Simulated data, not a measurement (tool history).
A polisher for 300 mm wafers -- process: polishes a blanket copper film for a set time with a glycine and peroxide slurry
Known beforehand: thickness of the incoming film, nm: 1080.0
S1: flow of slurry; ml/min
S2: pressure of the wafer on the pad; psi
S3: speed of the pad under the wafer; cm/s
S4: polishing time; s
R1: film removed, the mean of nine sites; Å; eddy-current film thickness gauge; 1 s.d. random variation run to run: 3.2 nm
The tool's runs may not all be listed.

| run | hour | S1 | S2 | S3 | S4 | R1 |
|---|---|---|---|---|---|---|
| 1 | 0 | 180 | 2.7 | 88 | 80 | 3305.2 |
| 2 | 2.1 | 180 | 2.7 | 98 | 80 | 3619.8 |
| 3 | 5 | 180 | 2.6 | 98 | 80 | 3496.2 |
| 4 | 12 | 180 | 2.5 | 98 | 80 | 3394.1 |
| 5 | 16.6 | 180 | 2.9 | 98 | 80 | 3696.7 |
| 6 | 19.6 | 180 | 2.7 | 96 | 80 | 3541.1 |
| 7 | 25 | 180 | 2.6 | 96 | 80 | 3434.3 |

Run 8 comes next. What will it give?
| 8 | 26 | 180 | 2.5 | 96 | 80 | ? |

{"run 8": {"R1": 3387}}
